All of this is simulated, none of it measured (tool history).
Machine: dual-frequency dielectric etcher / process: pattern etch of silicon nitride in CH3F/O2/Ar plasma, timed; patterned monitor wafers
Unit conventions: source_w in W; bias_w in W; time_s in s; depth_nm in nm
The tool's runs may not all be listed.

run	hour	source_w	bias_w	time_s	depth_nm
1	0	520	76	57.5	45.311
2	3.9	520	69	57.5	43.763
3	7.4	520	69	57.5	43.446
4	15.1	520	82	57.5	46.417
5	19	540	83	57.5	47.397
6	26.6	550	83	57.5	47.649

Run 7 is up next; what results do you expect?
7	34.9	650	87	57.5	?

{"run 7": {"depth_nm": 53.233}}
